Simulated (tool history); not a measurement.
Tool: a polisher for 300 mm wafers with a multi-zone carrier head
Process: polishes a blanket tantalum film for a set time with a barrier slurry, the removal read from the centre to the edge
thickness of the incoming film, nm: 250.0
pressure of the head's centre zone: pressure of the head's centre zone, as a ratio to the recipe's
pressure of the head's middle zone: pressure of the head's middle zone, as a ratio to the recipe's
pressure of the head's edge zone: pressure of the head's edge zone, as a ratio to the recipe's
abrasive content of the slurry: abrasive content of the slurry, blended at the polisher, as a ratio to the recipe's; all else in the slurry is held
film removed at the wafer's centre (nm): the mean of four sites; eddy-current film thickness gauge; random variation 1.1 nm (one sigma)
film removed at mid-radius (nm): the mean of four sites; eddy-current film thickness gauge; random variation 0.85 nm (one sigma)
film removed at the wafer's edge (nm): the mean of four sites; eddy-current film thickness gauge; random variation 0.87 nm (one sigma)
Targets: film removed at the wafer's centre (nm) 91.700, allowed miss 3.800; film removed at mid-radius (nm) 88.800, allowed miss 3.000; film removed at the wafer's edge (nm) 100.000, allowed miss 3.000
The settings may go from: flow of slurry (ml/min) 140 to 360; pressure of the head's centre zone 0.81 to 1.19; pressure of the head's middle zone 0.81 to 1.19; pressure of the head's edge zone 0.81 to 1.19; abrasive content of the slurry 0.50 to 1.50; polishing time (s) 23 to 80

| run | hour | flow of slurry (ml/min) | pressure of the head's centre zone | pressure of the head's middle zone | pressure of the head's edge zone | abrasive content of the slurry | polishing time (s) | film removed at the wafer's centre (nm) | film removed at mid-radius (nm) | film removed at the wafer's edge (nm) |
|---|---|---|---|---|---|---|---|---|---|---|
| 1 | 0.0 | 230 | 1.00 | 1.00 | 1.00 | 1.00 | 51 | 79.937 | 80.599 | 81.123 |
| 2 | 3.6 | 235 | 1.00 | 0.99 | 1.04 | 1.05 | 51 | 81.685 | 82.653 | 83.503 |
| 3 | 6.0 | 285 | 1.00 | 0.99 | 1.04 | 1.05 | 51 | 82.950 | 83.958 | 84.131 |
| 4 | 10.3 | 285 | 1.00 | 0.99 | 1.04 | 1.05 | 61 | 99.625 | 101.250 | 101.990 |
| 5 | 17.6 | 285 | 1.00 | 0.99 | 1.04 | 1.20 | 61 | 103.830 | 106.710 | 106.610 |
| 6 | 25.4 | 280 | 0.98 | 0.96 | 1.03 | 1.15 | 61 | 99.045 | 100.600 | 104.230 |
| 7 | 33.5 | 275 | 0.97 | 0.94 | 1.02 | 1.15 | 61 | 98.010 | 100.170 | 104.560 |
| 8 | 41.0 | 275 | 0.97 | 0.92 | 1.01 | 1.10 | 61 | 96.873 | 96.289 | 102.870 |
| 9 | 43.0 | 270 | 0.96 | 0.91 | 1.00 | 1.10 | 61 | 95.858 | 93.952 | 101.980 |

4 next moves are on the table. One of them brings every result within its allowed miss. Which?
| A | 45.0 | 275 | 0.95 | 0.87 | 0.98 | 1.10 | 64 | ? | ? | ? |
| B | 45.0 | 260 | 0.96 | 0.89 | 1.10 | 0.85 | 65 | ? | ? | ? |
| C | 45.0 | 290 | 0.81 | 0.86 | 1.08 | 1.15 | 62 | ? | ? | ? |
| D | 45.0 | 275 | 0.90 | 0.91 | 1.04 | 1.10 | 62 | ? | ? | ? |

| move | film removed at the wafer's centre (nm) | film removed at mid-radius (nm) | film removed at the wafer's edge (nm) |
|---|---|---|---|
| A | 101.120 | 96.305 | 108.030 |
| B | 91.751 | 88.074 | 100.570 |
| C | 85.196 | 94.443 | 109.890 |
| D | 92.787 | 96.730 | 106.450 |
A: further off than the last run
B: meets every target
C: further off than the last run
D: further off than the last run
Answer: B
